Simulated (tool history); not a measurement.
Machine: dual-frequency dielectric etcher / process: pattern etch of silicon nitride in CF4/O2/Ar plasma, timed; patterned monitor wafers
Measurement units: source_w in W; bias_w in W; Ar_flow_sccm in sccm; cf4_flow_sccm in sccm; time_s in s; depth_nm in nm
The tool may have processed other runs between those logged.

Run 1, day 0: source_w 590 W, bias_w 66 W, Ar_flow_sccm 103 sccm, cf4_flow_sccm 99 sccm, time_s 588 s. Result: depth_nm 1516.9 nm.
Run 2, day 0.2: source_w 550 W, bias_w 66 W, Ar_flow_sccm 103 sccm, cf4_flow_sccm 99 sccm, time_s 588 s. Result: depth_nm 1442.3 nm.
Run 3, day 0.354: source_w 550 W, bias_w 66 W, Ar_flow_sccm 90 sccm, cf4_flow_sccm 99 sccm, time_s 588 s. Result: depth_nm 1452.3 nm.
Run 4, day 0.588: source_w 510 W, bias_w 66 W, Ar_flow_sccm 90 sccm, cf4_flow_sccm 99 sccm, time_s 588 s. Result: depth_nm 1378.5 nm.
At day 0.858: bias power generator calibrated.
Run 5, day 0.858: source_w 550 W, bias_w 66 W, Ar_flow_sccm 90 sccm, cf4_flow_sccm 99 sccm, time_s 588 s. Result: depth_nm 1455.8 nm.
Run 6, day 0.929: source_w 550 W, bias_w 66 W, Ar_flow_sccm 90 sccm, cf4_flow_sccm 99 sccm, time_s 613 s. Result: depth_nm 1517.3 nm.
Run 7, day 0.992: source_w 570 W, bias_w 66 W, Ar_flow_sccm 90 sccm, cf4_flow_sccm 99 sccm, time_s 613 s. Result: depth_nm 1563 nm.
Run 8, day 1.342: source_w 580 W, bias_w 66 W, Ar_flow_sccm 90 sccm, cf4_flow_sccm 99 sccm, time_s 613 s. Result: depth_nm 1569.1 nm.

Run 9 is up next; what results do you expect?
Run 9, day 1.712: source_w 590 W, bias_w 66 W, Ar_flow_sccm 90 sccm, cf4_flow_sccm 99 sccm, time_s 613 s. Result: depth_nm ?.

{"run 9": {"depth_nm": 1597.6}}
